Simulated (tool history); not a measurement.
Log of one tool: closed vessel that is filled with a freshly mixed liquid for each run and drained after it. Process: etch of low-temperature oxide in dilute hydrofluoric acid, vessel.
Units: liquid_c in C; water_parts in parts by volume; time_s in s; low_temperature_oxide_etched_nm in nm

run	hour	liquid_c	water_parts	time_s	low_temperature_oxide_etched_nm
1	0	23	190	95	14.605
2	1.3	23	190	95	14.906
3	7.6	21	190	95	13.718
4	13.2	22.5	190	95	14.48
5	21.8	21	190	95	13.75
6	25.2	22.5	190	95	14.662

The next listed run, before its measurement:
7	30.2	23.5	190	95	?

Run 7 gave low_temperature_oxide_etched_nm 15.004 nm.
